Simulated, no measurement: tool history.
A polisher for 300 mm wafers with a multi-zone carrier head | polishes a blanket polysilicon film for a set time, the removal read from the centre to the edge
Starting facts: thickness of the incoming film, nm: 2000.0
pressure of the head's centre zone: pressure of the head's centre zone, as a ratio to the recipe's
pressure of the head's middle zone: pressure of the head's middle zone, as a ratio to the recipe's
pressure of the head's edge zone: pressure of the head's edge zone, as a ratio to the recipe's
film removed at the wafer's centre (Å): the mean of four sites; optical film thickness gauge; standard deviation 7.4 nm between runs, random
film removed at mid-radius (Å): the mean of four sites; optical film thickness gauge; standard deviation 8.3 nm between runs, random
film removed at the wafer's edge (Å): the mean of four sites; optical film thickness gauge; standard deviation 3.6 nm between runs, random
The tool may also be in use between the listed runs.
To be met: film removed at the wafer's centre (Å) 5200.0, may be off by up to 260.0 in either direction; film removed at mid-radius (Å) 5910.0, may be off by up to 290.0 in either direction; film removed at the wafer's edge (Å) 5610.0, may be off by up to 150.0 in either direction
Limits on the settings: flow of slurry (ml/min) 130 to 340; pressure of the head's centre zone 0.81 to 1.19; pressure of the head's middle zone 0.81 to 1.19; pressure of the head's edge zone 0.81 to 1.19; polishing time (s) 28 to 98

| run | hour | flow of slurry (ml/min) | pressure of the head's centre zone | pressure of the head's middle zone | pressure of the head's edge zone | polishing time (s) | film removed at the wafer's centre (Å) | film removed at mid-radius (Å) | film removed at the wafer's edge (Å) |
|---|---|---|---|---|---|---|---|---|---|
| 1 | 0.0 | 220 | 1.00 | 1.00 | 1.00 | 63 | 5991.0 | 7111.5 | 6955.1 |
| 2 | 1.8 | 220 | 1.07 | 1.00 | 1.00 | 63 | 6502.8 | 7248.9 | 6890.0 |
| 3 | 2.8 | 220 | 1.07 | 1.00 | 1.00 | 76 | 7770.1 | 8605.3 | 8387.4 |
| 4 | 6.2 | 215 | 1.06 | 0.99 | 0.98 | 72 | 7374.4 | 8029.6 | 7818.8 |
|  | 15.0 | centre zone pressure recalibrated |
| 5 | 15.0 | 255 | 1.06 | 0.99 | 0.98 | 72 | 8720.0 | 8202.3 | 8003.2 |
| 6 | 17.5 | 255 | 1.06 | 0.99 | 0.91 | 72 | 8469.6 | 8140.4 | 7746.6 |
| 7 | 19.3 | 240 | 1.06 | 0.98 | 0.90 | 69 | 8070.8 | 7919.6 | 7267.1 |
| 8 | 24.9 | 230 | 1.04 | 0.96 | 0.90 | 67 | 7667.5 | 7216.5 | 7031.5 |
| 9 | 28.9 | 215 | 1.03 | 0.96 | 0.89 | 65 | 7208.0 | 6852.1 | 6758.5 |
| 10 | 34.7 | 205 | 1.02 | 0.97 | 0.88 | 63 | 6835.0 | 6835.3 | 6420.9 |
| 11 | 36.5 | 195 | 1.00 | 0.97 | 0.88 | 62 | 6555.4 | 6582.7 | 6322.2 |
| 12 | 38.9 | 195 | 1.00 | 0.97 | 0.88 | 62 | 6656.0 | 6749.6 | 6336.8 |

5 candidate next runs follow, results not yet known. Just one meets every target within its allowed miss. Identify it.
| A | 41.3 | 220 | 1.11 | 0.84 | 0.84 | 75 | ? | ? | ? |
| B | 41.3 | 195 | 0.98 | 0.92 | 0.93 | 55 | ? | ? | ? |
| C | 41.3 | 130 | 0.95 | 1.16 | 1.14 | 50 | ? | ? | ? |
| D | 41.3 | 130 | 0.94 | 1.02 | 1.14 | 61 | ? | ? | ? |
| E | 41.3 | 155 | 0.95 | 1.03 | 0.97 | 54 | ? | ? | ? |

| move | film removed at the wafer's centre (Å) | film removed at mid-radius (Å) | film removed at the wafer's edge (Å) |
|---|---|---|---|
| A | 9055.7 | 7291.8 | 7668.4 |
| B | 5758.8 | 5677.8 | 5815.4 |
| C | 4716.8 | 5879.0 | 5550.2 |
| D | 5687.8 | 6425.8 | 6783.9 |
| E | 5273.8 | 5920.4 | 5669.4 |
A: its largest miss is bigger than the last run's
B: moves toward the targets from the last run without getting all of them in spec
C: carries the result that was furthest off beyond its target, to the other side
D: its largest miss is bigger than the last run's
E: all results in spec
E meets every target.
